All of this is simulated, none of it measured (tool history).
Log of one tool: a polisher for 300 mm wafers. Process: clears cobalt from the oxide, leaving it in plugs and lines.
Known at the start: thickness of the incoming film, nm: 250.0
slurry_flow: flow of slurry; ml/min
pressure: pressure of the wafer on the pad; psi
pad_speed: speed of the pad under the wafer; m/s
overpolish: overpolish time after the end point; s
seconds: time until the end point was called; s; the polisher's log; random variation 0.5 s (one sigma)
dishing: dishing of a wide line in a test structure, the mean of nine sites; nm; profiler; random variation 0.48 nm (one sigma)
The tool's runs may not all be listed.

Run 1, hour 0.0: slurry_flow 305 ml/min, pressure 1.7 psi, pad_speed 1.22 m/s, overpolish 11 s. Result: seconds 48.356 s, dishing 40.766 nm.
Run 2, hour 8.2: slurry_flow 305 ml/min, pressure 1.7 psi, pad_speed 1.50 m/s, overpolish 11 s. Result: seconds 40.285 s, dishing 44.903 nm.
Run 3, hour 10.4: slurry_flow 250 ml/min, pressure 1.7 psi, pad_speed 1.50 m/s, overpolish 11 s. Result: seconds 42.186 s, dishing 44.099 nm.
Run 4, hour 14.5: slurry_flow 250 ml/min, pressure 1.7 psi, pad_speed 1.50 m/s, overpolish 8 s. Result: seconds 42.107 s, dishing 37.209 nm.
Run 5, hour 16.5: slurry_flow 325 ml/min, pressure 1.7 psi, pad_speed 1.50 m/s, overpolish 8 s. Result: seconds 40.750 s, dishing 38.614 nm.
Run 6, hour 19.4: slurry_flow 325 ml/min, pressure 1.7 psi, pad_speed 1.50 m/s, overpolish 10 s. Result: seconds 40.282 s, dishing 42.958 nm.
Run 7, hour 23.8: slurry_flow 325 ml/min, pressure 1.7 psi, pad_speed 1.50 m/s, overpolish 4 s. Result: seconds 40.987 s, dishing 23.190 nm.
Run 8, hour 31.1: slurry_flow 320 ml/min, pressure 1.7 psi, pad_speed 1.52 m/s, overpolish 5 s. Result: seconds 39.291 s, dishing 27.614 nm.

The next listed run, before its measurement:
Run 9, hour 32.9: slurry_flow 315 ml/min, pressure 1.7 psi, pad_speed 1.52 m/s, overpolish 5 s. Result: seconds ?, dishing ?.

{"run 9": {"seconds": 39.966, "dishing": 28.059}}

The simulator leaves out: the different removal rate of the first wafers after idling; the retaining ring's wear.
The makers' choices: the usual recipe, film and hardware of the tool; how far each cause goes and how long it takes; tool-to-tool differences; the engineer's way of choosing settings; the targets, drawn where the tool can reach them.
